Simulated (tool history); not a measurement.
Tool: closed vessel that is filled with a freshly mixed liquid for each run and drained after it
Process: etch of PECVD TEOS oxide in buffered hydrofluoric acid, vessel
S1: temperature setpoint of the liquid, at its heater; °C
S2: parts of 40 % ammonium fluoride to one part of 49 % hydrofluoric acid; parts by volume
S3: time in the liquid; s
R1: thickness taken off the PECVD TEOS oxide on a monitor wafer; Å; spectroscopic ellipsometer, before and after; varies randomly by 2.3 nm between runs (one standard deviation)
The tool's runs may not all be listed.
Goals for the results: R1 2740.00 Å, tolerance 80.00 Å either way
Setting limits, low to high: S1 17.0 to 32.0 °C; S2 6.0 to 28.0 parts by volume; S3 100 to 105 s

| run | hour | S1 | S2 | S3 | R1 |
|---|---|---|---|---|---|
| 1 | 0.0 | 24.0 | 17.0 | 100 | 884.94 |
| 2 | 8.3 | 25.5 | 15.0 | 100 | 1086.90 |
| 3 | 13.0 | 25.5 | 15.0 | 100 | 1073.00 |
| 4 | 17.5 | 25.5 | 15.0 | 105 | 1138.60 |
| 5 | 23.8 | 25.5 | 19.5 | 105 | 881.74 |
| 6 | 31.8 | 27.0 | 17.0 | 105 | 1081.80 |
| 7 | 38.8 | 31.0 | 11.5 | 105 | 1981.70 |
| 8 | 41.4 | 32.0 | 6.5 | 105 | 3530.80 |
| 9 | 49.6 | 31.0 | 6.5 | 105 | 3392.60 |
| 10 | 53.8 | 27.0 | 7.0 | 105 | 2594.80 |
| 11 | 60.1 | 27.5 | 7.0 | 105 | 2613.70 |

Which single option among these 4 for the next run brings every result within its allowed miss of target? Just one does.
| A | 66.4 | 31.0 | 8.5 | 100 | ? |
| B | 66.4 | 27.0 | 6.5 | 105 | ? |
| C | 66.4 | 26.5 | 6.5 | 100 | ? |
| D | 66.4 | 28.5 | 7.5 | 100 | ? |

| move | R1 |
|---|---|
| A | 2401.70 |
| B | 2686.20 |
| C | 2490.80 |
| D | 2411.80 |
A: misses by more than the last run did
B: all results land within tolerance of their targets
C: misses by more than the last run did
D: misses by more than the last run did
B meets every target.
